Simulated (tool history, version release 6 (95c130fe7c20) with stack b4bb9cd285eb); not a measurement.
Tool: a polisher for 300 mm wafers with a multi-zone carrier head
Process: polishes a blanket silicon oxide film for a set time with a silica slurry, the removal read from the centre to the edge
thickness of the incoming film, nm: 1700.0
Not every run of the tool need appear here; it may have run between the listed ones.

run  hour  flow of slurry (ml/min)  pressure of the head's centre zone  pressure of the head's middle zone  pressure of the head's edge zone  abrasive content of the slurry  polishing time (s)  film removed at the wafer's centre (Å)  film removed at mid-radius (Å)  film removed at the wafer's edge (Å)
  1     0                      225                                   1                                   1                                 1                               1                  52                                  2000.6                          1938.6                                1936.4
  2     9                      220                                1.01                                0.95                              0.97                            0.85                  52                                  1812.6                          1695.5                                1774.9
  3  17.5                      220                                1.08                                0.95                              0.97                            0.85                  52                                  1946.4                          1665.9                                  1778
  4  24.2                      220                                1.08                                0.95                              0.97                            0.85                  63                                  2346.5                          2089.7                                2172.7
  5  31.2                      220                                1.08                                0.95                              1.04                            0.85                  63                                  2344.6                          2063.5                                2245.6
  6    34                      220                                1.09                                0.93                                 1                            0.75                  60                                  2143.3                            1824                                1974.5
  7  36.8                      215                                1.08                                0.91                              0.98                             0.7                  58                                  1990.6                          1644.8                                1816.8
  8  39.4                      205                                1.06                                0.89                              0.95                            0.65                  58                                  1848.6                          1600.3                                  1729

What does the tool deliver on the next run?
  9  43.4                      200                                1.07                                0.87                              0.94                             0.6                  57                                       ?                               ?                                     ?

film removed at the wafer's centre (Å): 1761.8
film removed at mid-radius (Å): 1456.1
film removed at the wafer's edge (Å): 1596.2

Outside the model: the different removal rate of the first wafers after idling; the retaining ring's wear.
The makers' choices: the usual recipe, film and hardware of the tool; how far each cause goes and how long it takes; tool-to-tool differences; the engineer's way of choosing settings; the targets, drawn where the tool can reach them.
